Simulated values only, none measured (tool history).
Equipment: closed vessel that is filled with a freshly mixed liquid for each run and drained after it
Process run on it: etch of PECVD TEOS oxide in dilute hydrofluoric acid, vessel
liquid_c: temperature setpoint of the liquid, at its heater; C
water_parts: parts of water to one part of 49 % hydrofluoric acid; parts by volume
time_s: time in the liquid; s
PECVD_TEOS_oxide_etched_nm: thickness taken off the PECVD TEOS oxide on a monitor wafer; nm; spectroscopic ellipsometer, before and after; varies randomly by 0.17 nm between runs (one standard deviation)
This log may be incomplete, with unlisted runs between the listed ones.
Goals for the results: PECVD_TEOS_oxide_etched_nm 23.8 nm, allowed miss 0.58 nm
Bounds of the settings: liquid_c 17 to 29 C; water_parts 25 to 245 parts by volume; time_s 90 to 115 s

run    day  liquid_c  water_parts  time_s  PECVD_TEOS_oxide_etched_nm
  1      0        21          135     115                      9.9041
  2  0.308        22          125     115                      11.194
  3  0.542      23.5          125     115                      11.921
  4  0.775      23.5           90     115                      17.449
  5  0.854      23.5           90     115                      17.533
  6  0.933      23.5          105     115                      14.524
  7  1.238        24          100     115                      15.553
  8  1.296      24.5           95     115                       17.09
  9  1.529        25           95     115                      17.365
 10  1.892        29           70     115                      28.271
 11  1.929      28.5           70     115                      27.922
 12  2.092        28           70     115                      26.955
 13  2.188      27.5           70     115                       27.03

Below are 4 possible settings for the next run. Only one of them brings all results inside the allowed miss of their targets. Which is it?
  A  2.283        27           70     105                           ?
  B  2.283      27.5           60     110                           ?
  C  2.283        28           75     115                           ?
  D  2.283      27.5           65      90                           ?

move  PECVD_TEOS_oxide_etched_nm
   A                      23.976
   B                      30.313
   C                      25.313
   D                      22.732
A: all results land within tolerance of their targets
B: its largest miss is bigger than the last run's
C: gains on the last run, yet a result remains outside its allowed miss
D: takes the result that was furthest off past its target
So the answer is move A, the one that meets all the targets.
